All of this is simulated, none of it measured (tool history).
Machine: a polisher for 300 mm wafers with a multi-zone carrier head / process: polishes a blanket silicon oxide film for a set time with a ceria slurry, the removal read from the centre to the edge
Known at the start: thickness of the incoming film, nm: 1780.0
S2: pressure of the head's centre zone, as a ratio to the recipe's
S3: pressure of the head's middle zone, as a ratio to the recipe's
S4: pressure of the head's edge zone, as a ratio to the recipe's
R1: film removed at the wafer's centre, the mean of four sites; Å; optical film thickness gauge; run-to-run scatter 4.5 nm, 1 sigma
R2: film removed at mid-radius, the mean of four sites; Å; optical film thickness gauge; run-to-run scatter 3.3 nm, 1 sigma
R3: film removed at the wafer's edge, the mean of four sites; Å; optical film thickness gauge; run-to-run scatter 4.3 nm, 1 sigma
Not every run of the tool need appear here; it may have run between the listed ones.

{"run": 1, "hour": 0.0, "flow of slurry (ml/min)": 255, "S2": 1.0, "S3": 1.0, "S4": 1.0, "polishing time (s)": 67, "R1": 3300.5, "R2": 3232.0, "R3": 3291.9}
{"run": 2, "hour": 7.6, "flow of slurry (ml/min)": 255, "S2": 1.0, "S3": 0.92, "S4": 1.0, "polishing time (s)": 67, "R1": 3258.0, "R2": 3017.0, "R3": 3277.9}
{"run": 3, "hour": 14.7, "flow of slurry (ml/min)": 255, "S2": 1.0, "S3": 0.92, "S4": 0.96, "polishing time (s)": 67, "R1": 3268.9, "R2": 3083.9, "R3": 3256.7}
{"run": 4, "hour": 16.9, "flow of slurry (ml/min)": 255, "S2": 1.01, "S3": 0.92, "S4": 0.97, "polishing time (s)": 69, "R1": 3352.5, "R2": 3115.4, "R3": 3353.5}
{"run": 5, "hour": 21.1, "flow of slurry (ml/min)": 255, "S2": 1.01, "S3": 0.92, "S4": 0.97, "polishing time (s)": 77, "R1": 3754.6, "R2": 3516.2, "R3": 3750.8}
{"run": 6, "hour": 28.0, "flow of slurry (ml/min)": 290, "S2": 1.01, "S3": 0.92, "S4": 0.97, "polishing time (s)": 77, "R1": 3794.5, "R2": 3518.8, "R3": 3808.6}
{"run": 7, "hour": 33.0, "flow of slurry (ml/min)": 290, "S2": 1.01, "S3": 0.92, "S4": 0.97, "polishing time (s)": 77, "R1": 3790.2, "R2": 3543.9, "R3": 3717.5}

Expected results for the next run?
{"run": 8, "hour": 39.2, "flow of slurry (ml/min)": 285, "S2": 1.02, "S3": 0.92, "S4": 0.98, "polishing time (s)": 78, "R1": "?", "R2": "?", "R3": "?"}

R1: 3911.3 Å
R2: 3602.8 Å
R3: 3739.2 Å

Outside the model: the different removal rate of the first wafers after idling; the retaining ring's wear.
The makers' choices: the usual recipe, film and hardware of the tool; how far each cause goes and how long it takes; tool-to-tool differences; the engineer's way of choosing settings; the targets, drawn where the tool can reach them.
